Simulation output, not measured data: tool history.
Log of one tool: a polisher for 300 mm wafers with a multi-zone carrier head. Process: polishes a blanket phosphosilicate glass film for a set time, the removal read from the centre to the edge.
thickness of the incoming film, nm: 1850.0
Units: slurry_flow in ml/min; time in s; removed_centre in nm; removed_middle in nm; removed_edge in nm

| run | hour | slurry_flow | centre_zone | middle_zone | edge_zone | slurry_solids | time | removed_centre | removed_middle | removed_edge |
|---|---|---|---|---|---|---|---|---|---|---|
| 1 | 0.0 | 260 | 1.00 | 1.00 | 1.00 | 1.00 | 66 | 791.64 | 786.37 | 798.84 |
| 2 | 8.9 | 260 | 1.00 | 1.01 | 1.02 | 1.05 | 66 | 795.15 | 808.38 | 836.44 |
| 3 | 14.5 | 260 | 1.00 | 1.01 | 1.02 | 1.05 | 60 | 717.04 | 725.56 | 744.35 |
| 4 | 15.1 | 260 | 1.06 | 1.01 | 1.02 | 1.05 | 60 | 763.22 | 731.89 | 723.63 |
| 5 | 22.1 | 260 | 1.00 | 1.01 | 1.02 | 1.05 | 60 | 726.32 | 733.32 | 744.29 |
| 6 | 30.2 | 265 | 1.00 | 1.02 | 1.03 | 1.10 | 61 | 752.66 | 770.84 | 782.30 |
| 7 | 34.4 | 270 | 1.00 | 1.03 | 1.04 | 1.15 | 62 | 778.16 | 784.40 | 788.39 |

The next listed run, before its measurement:
| 8 | 37.8 | 265 | 0.99 | 1.04 | 1.04 | 1.20 | 64 | ? | ? | ? |

{"run 8": {"removed_centre": 807.2, "removed_middle": 826.12, "removed_edge": 841.65}}
